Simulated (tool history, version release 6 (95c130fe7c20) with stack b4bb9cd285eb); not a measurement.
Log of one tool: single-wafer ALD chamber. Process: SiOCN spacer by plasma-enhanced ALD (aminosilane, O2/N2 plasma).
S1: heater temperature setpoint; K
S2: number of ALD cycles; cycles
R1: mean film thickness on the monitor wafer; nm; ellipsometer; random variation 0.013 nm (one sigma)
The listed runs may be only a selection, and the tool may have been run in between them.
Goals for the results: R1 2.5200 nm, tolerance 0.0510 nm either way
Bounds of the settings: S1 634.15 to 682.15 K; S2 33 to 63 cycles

Run 1, hour 0.0: S1 658.15 K, S2 48 cycles. Result: R1 2.9510 nm.
Run 2, hour 4.2: S1 658.15 K, S2 47 cycles. Result: R1 2.8862 nm.
Run 3, hour 12.1: S1 662.15 K, S2 47 cycles. Result: R1 2.8971 nm.
Run 4, hour 16.8: S1 662.15 K, S2 52 cycles. Result: R1 3.1771 nm.
At hour 21.7: thermocouple changed; heater temperature recalibrated.
Run 5, hour 21.7: S1 653.15 K, S2 52 cycles. Result: R1 3.2211 nm.
Run 6, hour 30.2: S1 653.15 K, S2 51 cycles. Result: R1 3.1640 nm.
Run 7, hour 37.9: S1 653.15 K, S2 51 cycles. Result: R1 3.1439 nm.
Run 8, hour 39.0: S1 653.15 K, S2 50 cycles. Result: R1 3.0918 nm.
Run 9, hour 45.3: S1 653.15 K, S2 49 cycles. Result: R1 3.0323 nm.

Which single option among these 4 for the next run brings every result within its allowed miss of target? Just one does.
Run A, hour 51.6: S1 649.15 K, S2 47 cycles. Result: R1 ?.
Run B, hour 51.6: S1 649.15 K, S2 41 cycles. Result: R1 ?.
Run C, hour 51.6: S1 653.15 K, S2 57 cycles. Result: R1 ?.
Run D, hour 51.6: S1 657.15 K, S2 46 cycles. Result: R1 ?.

move      R1
   A  2.8880
   B  2.5193
   C  3.5025
   D  2.8266
A: closer than the last run, but not yet in spec
B: every result lands within tolerance
C: its largest miss is bigger than the last run's
D: closer than the last run, but not yet in spec
Move B is the one to make.
